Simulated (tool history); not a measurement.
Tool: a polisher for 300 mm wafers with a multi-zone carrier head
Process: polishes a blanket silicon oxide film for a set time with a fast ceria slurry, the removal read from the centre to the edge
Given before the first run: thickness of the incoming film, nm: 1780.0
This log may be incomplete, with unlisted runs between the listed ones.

run  hour  flow of slurry (ml/min)  pressure of the head's centre zone  pressure of the head's middle zone  pressure of the head's edge zone  polishing time (s)  film removed at the wafer's centre (angstrom)  film removed at mid-radius (angstrom)  film removed at the wafer's edge (angstrom)
  1     0                      285                                   1                                   1                                 1                  37                                         5566.7                                 5590.4                                       5681.3
  2   2.8                      285                                   1                                   1                              0.95                  37                                         5737.2                                 5630.9                                       5630.4
  3   6.7                      285                                   1                                   1                              1.03                  37                                           5725                                 5611.9                                       5831.8
  4  12.8                      285                                   1                                   1                                 1                  37                                         5621.1                                 5574.2                                       5728.4
  5  15.1                      280                                0.98                                0.99                              0.98                  35                                         5103.7                                 5258.4                                       5380.8
  6  19.7                      280                                0.98                                0.98                              0.96                  33                                         4980.1                                 4933.9                                       4988.3
  7  25.9                      275                                0.96                                0.96                              0.94                  32                                         4590.1                                 4722.8                                       4832.8

What does the tool deliver on the next run?
  8    34                      275                                0.95                                0.95                              0.93                  31                                              ?                                      ?                                            ?

film removed at the wafer's centre (angstrom): 4579.2
film removed at mid-radius (angstrom): 4557.7
film removed at the wafer's edge (angstrom): 4716.1
